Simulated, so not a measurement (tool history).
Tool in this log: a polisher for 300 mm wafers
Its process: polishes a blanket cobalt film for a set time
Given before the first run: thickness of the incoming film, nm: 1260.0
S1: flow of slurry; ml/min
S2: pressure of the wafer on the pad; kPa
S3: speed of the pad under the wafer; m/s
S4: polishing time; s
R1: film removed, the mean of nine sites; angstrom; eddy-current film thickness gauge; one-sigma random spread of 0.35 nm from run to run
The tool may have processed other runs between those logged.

run	hour	S1	S2	S3	S4	R1
1	0	305	8.3	1.3	44	1444.6
2	0.7	305	7.6	1.22	44	1239.4
3	3.5	245	7.6	1.22	44	1201.3
4	11.6	245	8.3	1.22	44	1325.1
5	16.6	245	7.6	1.16	44	1147.6
6	24.3	305	7.6	1.16	44	1210.2
7	30.6	295	6.9	1.1	44	1049.9
8	32.2	290	6.9	1.06	44	1006
9	38.3	285	6.9	1.02	44	973.8
10	39.4	280	6.9	0.98	44	924.61
11	46.3	245	4.8	0.64	44	465.39
12	49.5	255	4.8	0.64	44	470.18
13	53.4	260	4.8	0.64	44	470.02
14	58.9	270	4.8	0.64	44	471.62

What will run 15 give?
15	66.2	280	4.8	0.64	44	?

Run 15 measured R1 471.07 angstrom.

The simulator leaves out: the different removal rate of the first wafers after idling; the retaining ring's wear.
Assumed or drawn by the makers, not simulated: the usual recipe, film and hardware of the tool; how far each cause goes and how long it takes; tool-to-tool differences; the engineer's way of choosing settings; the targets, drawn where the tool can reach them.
